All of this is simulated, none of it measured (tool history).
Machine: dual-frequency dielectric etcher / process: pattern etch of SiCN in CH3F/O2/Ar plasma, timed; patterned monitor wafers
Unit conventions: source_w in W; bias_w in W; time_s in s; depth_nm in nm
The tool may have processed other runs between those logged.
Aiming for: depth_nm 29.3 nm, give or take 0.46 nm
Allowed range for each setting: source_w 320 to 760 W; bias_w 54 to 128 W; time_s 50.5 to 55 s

run,hour,source_w,bias_w,time_s,depth_nm
1,0,540,91,55,25.098
2,6.5,630,91,55,26.504
3,12.1,650,92,55,26.885
4,14.7,670,93,55,27.166
5,22,680,94,55,27.571
6,27.3,680,94,50.5,25.209
7,28.5,690,99,51,26.198
8,34.2,700,103,51.5,26.913

Below are 4 possible settings for the next run. Only one of them brings all results inside the allowed miss of their targets. Which is it?
A,39.9,760,113,55,?
B,39.9,740,88,53,?
C,39.9,740,104,55,?
D,39.9,700,110,53,?

move,depth_nm
A,30.457
B,26.562
C,29.268
D,28.239
A: moves the result that the last run missed by most past its target, out the other side
B: the biggest miss grows against the last run
C: every result lands within tolerance
D: closes in on the targets versus the last run, not all within tolerance yet
C meets every target.

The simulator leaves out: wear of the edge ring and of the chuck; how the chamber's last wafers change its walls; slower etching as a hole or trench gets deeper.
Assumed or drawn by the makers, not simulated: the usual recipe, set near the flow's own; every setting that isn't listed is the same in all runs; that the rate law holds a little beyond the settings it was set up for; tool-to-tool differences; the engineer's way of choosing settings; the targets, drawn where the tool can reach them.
